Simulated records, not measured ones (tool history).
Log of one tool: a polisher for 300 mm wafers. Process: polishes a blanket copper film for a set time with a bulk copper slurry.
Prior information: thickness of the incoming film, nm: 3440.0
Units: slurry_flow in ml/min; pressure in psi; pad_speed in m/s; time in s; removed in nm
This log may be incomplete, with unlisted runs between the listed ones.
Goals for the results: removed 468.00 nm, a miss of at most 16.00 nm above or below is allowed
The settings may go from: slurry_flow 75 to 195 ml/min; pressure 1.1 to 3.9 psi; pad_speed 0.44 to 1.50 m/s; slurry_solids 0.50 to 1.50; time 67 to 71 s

{"run": 1, "hour": 0.0, "slurry_flow": 125, "pressure": 2.5, "pad_speed": 0.96, "slurry_solids": 1.0, "time": 67, "removed": 545.0}
{"run": 2, "hour": 0.7, "slurry_flow": 125, "pressure": 2.5, "pad_speed": 1.12, "slurry_solids": 1.0, "time": 67, "removed": 629.9}
{"run": 3, "hour": 7.7, "slurry_flow": 145, "pressure": 2.5, "pad_speed": 1.12, "slurry_solids": 1.0, "time": 67, "removed": 652.32}
{"run": 4, "hour": 15.2, "slurry_flow": 140, "pressure": 2.3, "pad_speed": 1.12, "slurry_solids": 1.0, "time": 67, "removed": 605.64}
{"run": 5, "hour": 24.2, "slurry_flow": 130, "pressure": 2.2, "pad_speed": 1.12, "slurry_solids": 1.0, "time": 67, "removed": 567.73}
{"run": 6, "hour": 31.2, "slurry_flow": 155, "pressure": 2.2, "pad_speed": 1.12, "slurry_solids": 1.0, "time": 67, "removed": 586.82}
{"run": 7, "hour": 32.7, "slurry_flow": 150, "pressure": 2.1, "pad_speed": 1.12, "slurry_solids": 1.0, "time": 67, "removed": 567.95}
{"run": 8, "hour": 36.2, "slurry_flow": 145, "pressure": 2.0, "pad_speed": 1.12, "slurry_solids": 1.0, "time": 67, "removed": 532.25}
{"run": 9, "hour": 43.6, "slurry_flow": 145, "pressure": 2.0, "pad_speed": 1.12, "slurry_solids": 1.0, "time": 67, "removed": 535.4}
{"run": 10, "hour": 49.4, "slurry_flow": 140, "pressure": 1.9, "pad_speed": 1.12, "slurry_solids": 1.0, "time": 67, "removed": 508.88}
{"hour": 57.2, "done": "worn pad replaced by a new one"}
{"run": 11, "hour": 57.2, "slurry_flow": 135, "pressure": 1.9, "pad_speed": 1.12, "slurry_solids": 1.0, "time": 67, "removed": 526.16}
{"run": 12, "hour": 62.9, "slurry_flow": 135, "pressure": 1.8, "pad_speed": 1.12, "slurry_solids": 1.0, "time": 67, "removed": 494.58}

Exercise: of the 4 proposed moves below, exactly one satisfies all targets within the stated allowed misses. Which move is it?
{"run": "A", "hour": 68.6, "slurry_flow": 165, "pressure": 1.3, "pad_speed": 1.38, "slurry_solids": 0.95, "time": 67, "removed": "?"}
{"run": "B", "hour": 68.6, "slurry_flow": 140, "pressure": 1.5, "pad_speed": 1.1, "slurry_solids": 1.0, "time": 67, "removed": "?"}
{"run": "C", "hour": 68.6, "slurry_flow": 150, "pressure": 1.6, "pad_speed": 1.04, "slurry_solids": 1.05, "time": 67, "removed": "?"}
{"run": "D", "hour": 68.6, "slurry_flow": 180, "pressure": 1.5, "pad_speed": 1.28, "slurry_solids": 1.35, "time": 67, "removed": "?"}

move=A removed=472.31
move=B removed=421.22
move=C removed=431.86
move=D removed=536.79
A: all results land within tolerance of their targets
B: moves the result that the last run missed by most past its target, out the other side
C: moves the result that the last run missed by most past its target, out the other side
D: the biggest miss grows against the last run
Go with A: it meets all targets.

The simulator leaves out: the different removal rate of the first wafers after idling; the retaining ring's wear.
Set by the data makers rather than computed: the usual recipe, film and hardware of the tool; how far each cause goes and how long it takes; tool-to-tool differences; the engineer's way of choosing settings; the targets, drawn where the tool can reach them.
